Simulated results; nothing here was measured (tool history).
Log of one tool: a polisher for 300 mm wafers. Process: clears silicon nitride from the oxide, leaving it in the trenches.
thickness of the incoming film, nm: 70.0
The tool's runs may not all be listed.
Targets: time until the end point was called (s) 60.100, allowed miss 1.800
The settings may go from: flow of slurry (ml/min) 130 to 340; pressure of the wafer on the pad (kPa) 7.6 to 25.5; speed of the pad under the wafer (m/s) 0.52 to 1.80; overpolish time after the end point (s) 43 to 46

run,hour,flow of slurry (ml/min),pressure of the wafer on the pad (kPa),speed of the pad under the wafer (m/s),overpolish time after the end point (s),time until the end point was called (s)
1,0.0,220,16.5,1.16,43,71.333
2,1.7,200,16.5,1.16,43,71.062
3,6.0,200,17.2,1.16,43,68.626
4,9.6,200,17.2,1.16,46,68.877
5,16.2,200,17.9,1.16,46,66.271
6,19.5,200,15.9,1.16,46,74.710
7,25.6,200,16.5,1.16,46,72.335
8,29.0,200,17.2,1.16,46,68.435

Which of these 5 next moves meets every target?
A,32.4,235,19.3,1.18,43,?
B,32.4,215,19.3,1.32,46,?
C,32.4,215,19.3,1.32,45,?
D,32.4,230,17.9,0.98,46,?
E,32.4,190,20.7,1.18,44,?

move,time until the end point was called (s)
A,60.220
B,55.025
C,55.025
D,76.421
E,57.786
A: meets every target
B: takes the result that was furthest off past its target
C: takes the result that was furthest off past its target
D: further off than the last run
E: takes the result that was furthest off past its target
Move A is the one to make.
